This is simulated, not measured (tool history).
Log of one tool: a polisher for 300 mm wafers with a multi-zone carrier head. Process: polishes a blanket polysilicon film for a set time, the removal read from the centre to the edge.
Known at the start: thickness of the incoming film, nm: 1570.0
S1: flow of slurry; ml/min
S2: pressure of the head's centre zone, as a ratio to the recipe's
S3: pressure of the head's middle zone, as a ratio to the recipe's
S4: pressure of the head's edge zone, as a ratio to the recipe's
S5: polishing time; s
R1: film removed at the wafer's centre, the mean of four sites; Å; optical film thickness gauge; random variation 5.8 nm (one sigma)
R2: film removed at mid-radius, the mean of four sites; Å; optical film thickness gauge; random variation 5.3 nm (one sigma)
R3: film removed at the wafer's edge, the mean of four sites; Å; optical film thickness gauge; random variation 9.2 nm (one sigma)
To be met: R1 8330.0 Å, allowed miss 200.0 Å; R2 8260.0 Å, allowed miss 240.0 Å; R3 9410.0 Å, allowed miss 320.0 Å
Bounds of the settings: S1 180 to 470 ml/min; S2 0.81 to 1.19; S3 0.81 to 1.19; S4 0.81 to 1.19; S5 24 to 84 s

| run | day | S1 | S2 | S3 | S4 | S5 | R1 | R2 | R3 |
|---|---|---|---|---|---|---|---|---|---|
| 1 | 0.000 | 300 | 1.00 | 1.00 | 1.00 | 54 | 6291.8 | 6405.5 | 6465.8 |
| 2 | 0.200 | 300 | 1.00 | 1.00 | 1.02 | 56 | 6552.8 | 6689.6 | 6656.9 |
| 3 | 0.296 | 300 | 0.99 | 0.98 | 1.03 | 58 | 6693.6 | 6689.5 | 7069.4 |
| 4 | 0.438 | 300 | 0.95 | 0.98 | 1.03 | 58 | 6449.8 | 6802.6 | 7026.6 |
| 5 | 0.471 | 300 | 1.00 | 0.98 | 1.03 | 58 | 6839.8 | 6773.9 | 7083.5 |
| 6 | 0.567 | 300 | 0.92 | 0.98 | 1.03 | 58 | 6324.2 | 6797.3 | 7097.0 |
| 7 | 0.921 | 300 | 0.93 | 0.98 | 1.04 | 59 | 6385.4 | 6880.1 | 7302.9 |
| 8 | 0.975 | 305 | 0.94 | 0.98 | 1.05 | 60 | 6659.6 | 7029.3 | 7378.1 |
| 9 | 1.000 | 240 | 0.95 | 0.92 | 1.15 | 74 | 7978.0 | 7987.1 | 9356.1 |

5 next moves are on the table. One of them brings every result within its allowed miss. Which?
| A | 1.025 | 270 | 0.90 | 0.86 | 1.19 | 74 | ? | ? | ? |
| B | 1.025 | 345 | 0.88 | 0.88 | 1.14 | 76 | ? | ? | ? |
| C | 1.025 | 255 | 0.97 | 0.90 | 1.15 | 73 | ? | ? | ? |
| D | 1.025 | 245 | 0.95 | 1.00 | 1.12 | 72 | ? | ? | ? |
| E | 1.025 | 270 | 0.97 | 0.94 | 1.14 | 74 | ? | ? | ? |

| move | R1 | R2 | R3 |
|---|---|---|---|
| A | 7634.6 | 7706.1 | 9600.5 |
| B | 7887.9 | 8277.4 | 9831.0 |
| C | 8060.2 | 7834.4 | 9248.5 |
| D | 7744.1 | 8396.2 | 8951.0 |
| E | 8238.1 | 8293.8 | 9378.6 |
A: further off than the last run
B: further off than the last run
C: as far off as the last run
D: further off than the last run
E: meets every target
Answer: E
